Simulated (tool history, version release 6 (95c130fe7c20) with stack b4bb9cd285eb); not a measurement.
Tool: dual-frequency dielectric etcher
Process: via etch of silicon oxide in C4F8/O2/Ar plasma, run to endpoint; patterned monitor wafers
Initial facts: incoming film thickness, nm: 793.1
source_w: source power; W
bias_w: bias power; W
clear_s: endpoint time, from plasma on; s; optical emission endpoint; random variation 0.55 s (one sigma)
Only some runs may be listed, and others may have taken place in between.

run,hour,source_w,bias_w,clear_s
1,0.0,2510,2026,145.57
2,8.5,2790,2026,139.19
3,17.2,2600,2012,143.14
4,25.6,2440,2000,148.25
5,29.7,2340,1994,151.04
6,34.8,2340,1724,156.57
7,40.5,2340,1724,156.10
8,46.6,2300,1721,157.05

The next listed run, before its measurement:
9,48.5,2120,1708,?

clear_s: 163.52 s
